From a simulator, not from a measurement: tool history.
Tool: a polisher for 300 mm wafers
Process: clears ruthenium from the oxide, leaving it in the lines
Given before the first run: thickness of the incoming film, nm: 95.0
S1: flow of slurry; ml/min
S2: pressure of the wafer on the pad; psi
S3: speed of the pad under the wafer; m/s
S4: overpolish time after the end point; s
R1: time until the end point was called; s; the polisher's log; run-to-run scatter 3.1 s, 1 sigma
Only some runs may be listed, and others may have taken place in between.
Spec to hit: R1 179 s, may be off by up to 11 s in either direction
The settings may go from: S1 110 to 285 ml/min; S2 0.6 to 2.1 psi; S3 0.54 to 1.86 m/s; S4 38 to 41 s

run,hour,S1,S2,S3,S4,R1
1,0,180,1.3,1.18,38,98.316
2,9,180,1.1,1.16,38,111.07
3,17.9,180,1.1,0.88,38,139.35
4,19.9,200,1.1,0.88,38,140.29
5,28.8,200,1.2,0.88,38,134.27
6,32.1,200,1.1,0.86,38,139.85
7,36,200,1,0.84,38,152.73
8,40.9,200,0.9,0.84,38,157.28
9,49.3,200,0.9,0.84,38,158.47

Below are 5 possible settings for the next run. Only one of them brings all results inside the allowed miss of their targets. Which is it?
A,57.7,205,0.8,1,41,?
B,57.7,205,1,0.86,41,?
C,57.7,235,0.8,0.76,41,?
D,57.7,170,1,1.06,41,?
E,57.7,180,0.9,1.04,40,?

move,R1
A,149.22
B,147.12
C,179.64
D,129.25
E,138.21
A: lands further from the targets than the last run did
B: lands further from the targets than the last run did
C: all results in spec
D: lands further from the targets than the last run did
E: lands further from the targets than the last run did
The right move is C.

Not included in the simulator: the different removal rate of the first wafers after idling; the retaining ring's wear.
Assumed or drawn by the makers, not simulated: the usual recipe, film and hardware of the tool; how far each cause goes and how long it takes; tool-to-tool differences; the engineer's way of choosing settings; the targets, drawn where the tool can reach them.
